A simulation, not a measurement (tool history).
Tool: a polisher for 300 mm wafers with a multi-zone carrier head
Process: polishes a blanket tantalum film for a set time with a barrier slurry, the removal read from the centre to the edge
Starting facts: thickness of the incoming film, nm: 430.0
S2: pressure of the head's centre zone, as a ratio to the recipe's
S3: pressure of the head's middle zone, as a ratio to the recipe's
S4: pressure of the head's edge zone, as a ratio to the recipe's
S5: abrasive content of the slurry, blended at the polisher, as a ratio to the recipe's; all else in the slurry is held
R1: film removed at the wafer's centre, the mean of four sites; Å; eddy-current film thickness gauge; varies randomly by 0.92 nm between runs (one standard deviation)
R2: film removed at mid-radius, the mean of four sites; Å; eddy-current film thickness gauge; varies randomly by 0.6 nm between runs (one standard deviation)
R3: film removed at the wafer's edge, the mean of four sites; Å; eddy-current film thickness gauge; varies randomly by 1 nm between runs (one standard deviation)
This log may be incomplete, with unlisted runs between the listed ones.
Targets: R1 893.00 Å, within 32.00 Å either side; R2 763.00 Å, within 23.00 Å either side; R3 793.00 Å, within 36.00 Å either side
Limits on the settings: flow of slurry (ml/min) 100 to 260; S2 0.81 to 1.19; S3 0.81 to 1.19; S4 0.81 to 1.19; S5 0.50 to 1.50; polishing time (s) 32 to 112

Run 1, hour 0.0: flow of slurry (ml/min) 165, S2 1.00, S3 1.00, S4 1.00, S5 1.00, polishing time (s) 72. Result: R1 1352.70 Å, R2 1324.10 Å, R3 1342.30 Å.
Run 2, hour 7.0: flow of slurry (ml/min) 165, S2 1.00, S3 0.95, S4 1.00, S5 1.00, polishing time (s) 72. Result: R1 1368.60 Å, R2 1262.30 Å, R3 1348.30 Å.
Run 3, hour 10.8: flow of slurry (ml/min) 165, S2 1.00, S3 0.99, S4 1.00, S5 1.00, polishing time (s) 72. Result: R1 1339.10 Å, R2 1292.80 Å, R3 1342.90 Å.
Run 4, hour 18.9: flow of slurry (ml/min) 165, S2 0.92, S3 0.99, S4 1.00, S5 1.00, polishing time (s) 72. Result: R1 1229.40 Å, R2 1297.60 Å, R3 1334.00 Å.
Run 5, hour 21.5: flow of slurry (ml/min) 165, S2 0.92, S3 1.07, S4 1.00, S5 1.00, polishing time (s) 72. Result: R1 1247.20 Å, R2 1390.80 Å, R3 1328.80 Å.
Run 6, hour 28.2: flow of slurry (ml/min) 165, S2 0.96, S3 1.07, S4 1.00, S5 1.00, polishing time (s) 72. Result: R1 1298.30 Å, R2 1389.10 Å, R3 1314.60 Å.
Run 7, hour 35.8: flow of slurry (ml/min) 160, S2 0.99, S3 1.02, S4 0.96, S5 0.85, polishing time (s) 65. Result: R1 1141.30 Å, R2 1141.20 Å, R3 1092.50 Å.
Run 8, hour 36.5: flow of slurry (ml/min) 150, S2 1.00, S3 0.96, S4 0.93, S5 0.75, polishing time (s) 63. Result: R1 1024.90 Å, R2 948.57 Å, R3 995.16 Å.
Run 9, hour 41.4: flow of slurry (ml/min) 150, S2 1.01, S3 0.95, S4 0.90, S5 0.65, polishing time (s) 62. Result: R1 945.64 Å, R2 882.28 Å, R3 894.05 Å.
Run 10, hour 42.8: flow of slurry (ml/min) 145, S2 1.02, S3 0.93, S4 0.87, S5 0.65, polishing time (s) 62. Result: R1 964.89 Å, R2 858.66 Å, R3 875.24 Å.
Run 11, hour 45.9: flow of slurry (ml/min) 135, S2 1.02, S3 0.92, S4 0.85, S5 0.65, polishing time (s) 62. Result: R1 956.00 Å, R2 829.20 Å, R3 844.13 Å.
Run 12, hour 54.6: flow of slurry (ml/min) 135, S2 1.02, S3 0.92, S4 0.85, S5 0.65, polishing time (s) 62. Result: R1 939.63 Å, R2 837.20 Å, R3 865.03 Å.
Run 13, hour 62.9: flow of slurry (ml/min) 120, S2 1.04, S3 0.89, S4 0.81, S5 0.50, polishing time (s) 61. Result: R1 778.86 Å, R2 653.62 Å, R3 687.43 Å.
Run 14, hour 64.9: flow of slurry (ml/min) 140, S2 1.04, S3 0.89, S4 0.82, S5 0.50, polishing time (s) 61. Result: R1 798.31 Å, R2 680.31 Å, R3 703.23 Å.
Run 15, hour 65.9: flow of slurry (ml/min) 150, S2 1.06, S3 0.90, S4 0.86, S5 0.50, polishing time (s) 61. Result: R1 818.47 Å, R2 696.41 Å, R3 727.90 Å.
Run 16, hour 71.7: flow of slurry (ml/min) 160, S2 1.07, S3 0.90, S4 0.87, S5 0.50, polishing time (s) 61. Result: R1 851.96 Å, R2 709.70 Å, R3 738.27 Å.
Run 17, hour 79.5: flow of slurry (ml/min) 170, S2 1.07, S3 0.90, S4 0.88, S5 0.50, polishing time (s) 61. Result: R1 862.76 Å, R2 715.41 Å, R3 755.97 Å.
Run 18, hour 88.6: flow of slurry (ml/min) 180, S2 1.06, S3 0.90, S4 0.88, S5 0.50, polishing time (s) 61. Result: R1 867.51 Å, R2 730.76 Å, R3 756.57 Å.
Run 19, hour 96.4: flow of slurry (ml/min) 185, S2 1.06, S3 0.90, S4 0.89, S5 0.50, polishing time (s) 61. Result: R1 863.53 Å, R2 720.58 Å, R3 750.06 Å.
Run 20, hour 98.4: flow of slurry (ml/min) 190, S2 1.06, S3 0.91, S4 0.90, S5 0.50, polishing time (s) 61. Result: R1 878.15 Å, R2 723.09 Å, R3 762.50 Å.

Exercise: of the 5 proposed moves below, exactly one satisfies all targets within the stated allowed misses. Which move is it?
Run A, hour 100.4: flow of slurry (ml/min) 200, S2 1.06, S3 0.90, S4 0.91, S5 0.60, polishing time (s) 53. Result: R1 ?, R2 ?, R3 ?.
Run B, hour 100.4: flow of slurry (ml/min) 135, S2 1.06, S3 0.93, S4 0.88, S5 0.60, polishing time (s) 59. Result: R1 ?, R2 ?, R3 ?.
Run C, hour 100.4: flow of slurry (ml/min) 175, S2 1.14, S3 0.90, S4 0.86, S5 0.65, polishing time (s) 55. Result: R1 ?, R2 ?, R3 ?.
Run D, hour 100.4: flow of slurry (ml/min) 200, S2 1.13, S3 0.92, S4 0.90, S5 0.50, polishing time (s) 59. Result: R1 ?, R2 ?, R3 ?.
Run E, hour 100.4: flow of slurry (ml/min) 200, S2 1.09, S3 0.85, S4 0.96, S5 0.50, polishing time (s) 67. Result: R1 ?, R2 ?, R3 ?.

move      R1      R2      R3
   A  859.46  714.69  785.24
   B  878.08  757.64  814.36
   C  980.57  759.57  818.68
   D  901.82  715.76  768.40
   E  987.12  761.40  899.65
A: its largest miss is bigger than the last run's
B: hits every target within its allowed miss
C: the worst result of the last run now meets its target, but another is out of spec
D: its largest miss is bigger than the last run's
E: the worst result of the last run now meets its target, but another is out of spec
Correct choice: B, which meets every target
